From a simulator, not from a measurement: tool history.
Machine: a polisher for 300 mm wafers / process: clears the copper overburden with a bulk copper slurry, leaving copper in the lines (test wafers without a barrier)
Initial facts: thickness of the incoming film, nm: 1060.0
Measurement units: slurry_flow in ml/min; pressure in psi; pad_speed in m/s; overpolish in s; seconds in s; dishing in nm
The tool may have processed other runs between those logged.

| run | day | slurry_flow | pressure | pad_speed | slurry_solids | overpolish | seconds | dishing |
|---|---|---|---|---|---|---|---|---|
| 1 | 0 | 180 | 3.3 | 1.36 | 1 | 25 | 71.271 | 114 |
| 2 | 0.288 | 180 | 3.3 | 1.5 | 1 | 25 | 63.466 | 111.59 |
| 3 | 0.571 | 180 | 3.3 | 1.5 | 1.2 | 25 | 60.812 | 119.74 |
| 4 | 0.662 | 180 | 3.3 | 1.5 | 1 | 25 | 64.017 | 115.99 |
| 5 | 0.917 | 180 | 3.3 | 1.5 | 1 | 18 | 62.607 | 106.69 |
| 6 | 1.183 | 205 | 3.3 | 1.5 | 1 | 18 | 62.841 | 105.5 |
| 7 | 1.417 | 205 | 3.4 | 1.5 | 1 | 19 | 60.496 | 105.58 |
| 8 | 1.583 | 205 | 3.4 | 1.5 | 1 | 20 | 60.924 | 113.99 |

The next listed run, before its measurement:
| 9 | 1.788 | 210 | 3.5 | 1.5 | 1 | 21 | ? | ? |

seconds: 58.779 s
dishing: 112.05 nm
